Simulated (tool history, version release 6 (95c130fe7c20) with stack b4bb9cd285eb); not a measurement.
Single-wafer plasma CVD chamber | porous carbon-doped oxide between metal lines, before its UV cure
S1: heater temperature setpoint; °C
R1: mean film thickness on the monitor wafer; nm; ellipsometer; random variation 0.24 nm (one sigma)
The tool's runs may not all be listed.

{"run": 1, "hour": 0.0, "S1": 320, "RF power (kW)": 0.425, "deposition time (s)": 15.5, "R1": 66.894}
{"run": 2, "hour": 6.1, "S1": 320, "RF power (kW)": 0.425, "deposition time (s)": 16.0, "R1": 68.488}
{"run": 3, "hour": 6.9, "S1": 316, "RF power (kW)": 0.425, "deposition time (s)": 16.0, "R1": 70.344}
{"run": 4, "hour": 13.7, "S1": 308, "RF power (kW)": 0.425, "deposition time (s)": 16.0, "R1": 73.967}
{"run": 5, "hour": 17.3, "S1": 307, "RF power (kW)": 0.425, "deposition time (s)": 16.0, "R1": 74.771}
{"run": 6, "hour": 22.9, "S1": 307, "RF power (kW)": 0.455, "deposition time (s)": 16.0, "R1": 78.458}
{"run": 7, "hour": 24.4, "S1": 308, "RF power (kW)": 0.455, "deposition time (s)": 16.0, "R1": 78.307}
{"run": 8, "hour": 28.8, "S1": 309, "RF power (kW)": 0.455, "deposition time (s)": 16.0, "R1": 77.105}

Run 9 comes next. What will it give?
{"run": 9, "hour": 30.2, "S1": 310, "RF power (kW)": 0.455, "deposition time (s)": 16.0, "R1": "?"}

Run 9 gave R1 77.219 nm.
